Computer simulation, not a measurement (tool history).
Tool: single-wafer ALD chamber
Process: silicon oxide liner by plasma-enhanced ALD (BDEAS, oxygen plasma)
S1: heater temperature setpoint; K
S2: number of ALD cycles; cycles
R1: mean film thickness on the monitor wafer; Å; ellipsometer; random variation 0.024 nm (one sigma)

{"run": 1, "hour": 0.0, "S1": 593.15, "S2": 77, "R1": 67.87}
{"run": 2, "hour": 1.2, "S1": 593.15, "S2": 68, "R1": 60.278}
{"run": 3, "hour": 10.3, "S1": 593.15, "S2": 62, "R1": 54.694}
{"run": 4, "hour": 11.8, "S1": 592.15, "S2": 63, "R1": 55.876}
{"run": 5, "hour": 19.5, "S1": 592.15, "S2": 69, "R1": 61.196}
{"run": 6, "hour": 21.8, "S1": 592.15, "S2": 75, "R1": 66.227}
{"run": 7, "hour": 28.7, "S1": 593.15, "S2": 74, "R1": 65.254}

Run 8 comes next. What will it give?
{"run": 8, "hour": 29.5, "S1": 594.15, "S2": 74, "R1": "?"}

{"run 8": {"R1": 65.3}}
